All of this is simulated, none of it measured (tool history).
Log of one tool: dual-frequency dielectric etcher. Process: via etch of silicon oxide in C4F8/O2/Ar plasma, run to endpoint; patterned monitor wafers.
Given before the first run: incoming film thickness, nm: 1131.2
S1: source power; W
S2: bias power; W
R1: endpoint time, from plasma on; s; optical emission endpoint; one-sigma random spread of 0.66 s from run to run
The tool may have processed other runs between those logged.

run    day    S1    S2      R1
  1  0.000  2620  2710  176.89
  2  0.321  2380  2581  189.76
  3  0.488  2380  2815  183.02
  4  0.667  2380  2577  190.45
  5  1.008  2380  2753  185.36
  6  1.258  1960  2753  203.93
  7  1.525  1880  2748  207.95
  8  1.850  1820  2744  212.19
  9  1.879  1820  2744  212.21

Predict the results of run 10:
 10  1.967  1790  2742   ?

Run 10 came out at R1 213.81 s.
